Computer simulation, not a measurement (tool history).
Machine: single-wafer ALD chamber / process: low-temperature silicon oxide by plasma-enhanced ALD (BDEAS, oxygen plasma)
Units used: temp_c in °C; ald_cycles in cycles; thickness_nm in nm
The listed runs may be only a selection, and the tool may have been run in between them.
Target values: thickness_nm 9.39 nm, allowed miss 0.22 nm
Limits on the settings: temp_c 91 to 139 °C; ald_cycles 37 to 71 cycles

{"run": 1, "hour": 0.0, "temp_c": 115, "ald_cycles": 54, "thickness_nm": 7.1325}
{"run": 2, "hour": 7.3, "temp_c": 115, "ald_cycles": 47, "thickness_nm": 6.2194}
{"run": 3, "hour": 15.3, "temp_c": 115, "ald_cycles": 42, "thickness_nm": 5.573}
{"run": 4, "hour": 19.8, "temp_c": 121, "ald_cycles": 42, "thickness_nm": 5.4906}
{"run": 5, "hour": 22.3, "temp_c": 131, "ald_cycles": 42, "thickness_nm": 5.3377}
{"run": 6, "hour": 30.5, "temp_c": 138, "ald_cycles": 42, "thickness_nm": 5.3136}
{"run": 7, "hour": 32.1, "temp_c": 136, "ald_cycles": 48, "thickness_nm": 6.0402}
{"run": 8, "hour": 39.4, "temp_c": 136, "ald_cycles": 48, "thickness_nm": 6.0571}
{"run": 9, "hour": 47.6, "temp_c": 135, "ald_cycles": 52, "thickness_nm": 6.6025}
{"run": 10, "hour": 49.5, "temp_c": 134, "ald_cycles": 55, "thickness_nm": 6.9542}
{"run": 11, "hour": 55.5, "temp_c": 133, "ald_cycles": 58, "thickness_nm": 7.3511}
{"run": 12, "hour": 62.6, "temp_c": 133, "ald_cycles": 58, "thickness_nm": 7.3987}
{"run": 13, "hour": 64.0, "temp_c": 132, "ald_cycles": 60, "thickness_nm": 7.6391}
{"run": 14, "hour": 71.5, "temp_c": 131, "ald_cycles": 62, "thickness_nm": 7.9187}
{"run": 15, "hour": 76.7, "temp_c": 130, "ald_cycles": 64, "thickness_nm": 8.2422}
{"run": 16, "hour": 78.6, "temp_c": 129, "ald_cycles": 65, "thickness_nm": 8.3295}
{"run": 17, "hour": 81.2, "temp_c": 127, "ald_cycles": 66, "thickness_nm": 8.508}
{"run": 18, "hour": 89.2, "temp_c": 125, "ald_cycles": 67, "thickness_nm": 8.659}
{"run": 19, "hour": 97.8, "temp_c": 123, "ald_cycles": 68, "thickness_nm": 8.826}
{"run": 20, "hour": 101.4, "temp_c": 121, "ald_cycles": 69, "thickness_nm": 9.0568}
{"hour": 109.7, "done": "thermocouple changed; heater temperature recalibrated"}
{"run": 21, "hour": 109.7, "temp_c": 120, "ald_cycles": 70, "thickness_nm": 9.0639}

Of the 5 settings listed for the next run, only one would bring every result within its allowed miss of target. Which one?
{"run": "A", "hour": 118.0, "temp_c": 125, "ald_cycles": 67, "thickness_nm": "?"}
{"run": "B", "hour": 118.0, "temp_c": 118, "ald_cycles": 69, "thickness_nm": "?"}
{"run": "C", "hour": 118.0, "temp_c": 113, "ald_cycles": 71, "thickness_nm": "?"}
{"run": "D", "hour": 118.0, "temp_c": 136, "ald_cycles": 71, "thickness_nm": "?"}
{"run": "E", "hour": 118.0, "temp_c": 125, "ald_cycles": 68, "thickness_nm": "?"}

move=A thickness_nm=8.5564
move=B thickness_nm=8.9451
move=C thickness_nm=9.3023
move=D thickness_nm=8.8517
move=E thickness_nm=8.6841
A: the biggest miss grows against the last run
B: the biggest miss grows against the last run
C: every result within its allowed miss
D: the biggest miss grows against the last run
E: the biggest miss grows against the last run
Move C is the one to make.
